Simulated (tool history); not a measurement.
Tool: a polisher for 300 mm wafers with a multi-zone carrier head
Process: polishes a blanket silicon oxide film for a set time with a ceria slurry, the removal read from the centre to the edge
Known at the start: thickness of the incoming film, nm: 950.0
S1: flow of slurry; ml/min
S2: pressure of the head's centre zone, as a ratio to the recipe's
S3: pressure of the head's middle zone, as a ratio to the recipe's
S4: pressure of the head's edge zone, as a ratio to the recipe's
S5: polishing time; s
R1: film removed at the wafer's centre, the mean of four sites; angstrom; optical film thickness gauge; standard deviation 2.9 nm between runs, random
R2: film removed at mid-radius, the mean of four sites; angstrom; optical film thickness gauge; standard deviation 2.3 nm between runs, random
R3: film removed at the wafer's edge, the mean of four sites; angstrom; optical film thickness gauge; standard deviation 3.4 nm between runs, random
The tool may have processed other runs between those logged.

Run 1, hour 0: S1 220 ml/min, S2 1, S3 1, S4 1, S5 50 s. Result: R1 3364 angstrom, R2 3185.3 angstrom, R3 3174.6 angstrom.
Run 2, hour 5.9: S1 215 ml/min, S2 0.98, S3 0.98, S4 0.99, S5 48 s. Result: R1 3222.4 angstrom, R2 2968.1 angstrom, R3 3061.7 angstrom.
Run 3, hour 10.3: S1 180 ml/min, S2 0.98, S3 0.98, S4 0.99, S5 48 s. Result: R1 3119.6 angstrom, R2 2896.5 angstrom, R3 2964.3 angstrom.
Run 4, hour 15.7: S1 180 ml/min, S2 0.98, S3 0.9, S4 0.99, S5 48 s. Result: R1 3053.5 angstrom, R2 2655 angstrom, R3 3021.5 angstrom.
Run 5, hour 24.5: S1 175 ml/min, S2 0.97, S3 0.9, S4 0.98, S5 47 s. Result: R1 3034.7 angstrom, R2 2621.5 angstrom, R3 2892.9 angstrom.
Run 6, hour 25.8: S1 170 ml/min, S2 0.95, S3 0.9, S4 0.98, S5 46 s. Result: R1 2910.1 angstrom, R2 2519.9 angstrom, R3 2876.8 angstrom.
Run 7, hour 34.7: S1 170 ml/min, S2 0.94, S3 0.91, S4 0.98, S5 45 s. Result: R1 2785.9 angstrom, R2 2516.3 angstrom, R3 2780.3 angstrom.

Predict the results of run 8:
Run 8, hour 38.5: S1 170 ml/min, S2 0.93, S3 0.9, S4 0.97, S5 44 s. Result: R1 ?, R2 ?, R3 ?.

Run 8 yielded R1 2687.1 angstrom, R2 2401.1 angstrom, R3 2730.8 angstrom.
